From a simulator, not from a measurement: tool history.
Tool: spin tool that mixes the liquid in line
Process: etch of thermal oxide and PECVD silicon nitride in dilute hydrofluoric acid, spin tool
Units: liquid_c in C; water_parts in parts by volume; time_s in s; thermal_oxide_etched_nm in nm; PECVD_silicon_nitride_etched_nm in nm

run    day  liquid_c  water_parts  time_s  thermal_oxide_etched_nm  PECVD_silicon_nitride_etched_nm
  1  0.000      25.0           50     180                   18.577                           9.8549
  2  0.054      25.0           55     180                   16.858                           8.9536
  3  0.271      26.5           55     180                   18.002                           9.8627
  4  0.529      26.0           55     180                   17.597                           9.7152
  5  0.892      29.5           55     180                   20.203                          12.1510
  6  0.921      29.5           40     180                   28.397                          16.6730
  7  1.067      28.0           45     180                   23.547                          13.3460

Forecast run 8:
  8  1.362      27.0           50     180                        ?                                ?

thermal_oxide_etched_nm: 20.332 nm
PECVD_silicon_nitride_etched_nm: 11.3360 nm

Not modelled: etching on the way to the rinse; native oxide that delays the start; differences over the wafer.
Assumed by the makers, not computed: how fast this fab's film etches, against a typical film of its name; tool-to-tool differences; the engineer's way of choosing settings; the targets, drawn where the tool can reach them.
